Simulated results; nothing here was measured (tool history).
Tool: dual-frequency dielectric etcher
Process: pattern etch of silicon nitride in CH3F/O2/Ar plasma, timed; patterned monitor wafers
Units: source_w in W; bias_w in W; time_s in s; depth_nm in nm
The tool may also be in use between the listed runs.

run,hour,source_w,bias_w,time_s,depth_nm
1,0,280,100,29,18.046
2,5.3,280,115,29,19.155
3,11.3,280,109,29,18.682
4,17.6,280,109,29,18.767
5,19.1,330,109,29,19.943
6,20,300,101,28.5,18.097

Forecast run 7:
7,22,280,97,28.5,?

{"run 7": {"depth_nm": 17.534}}
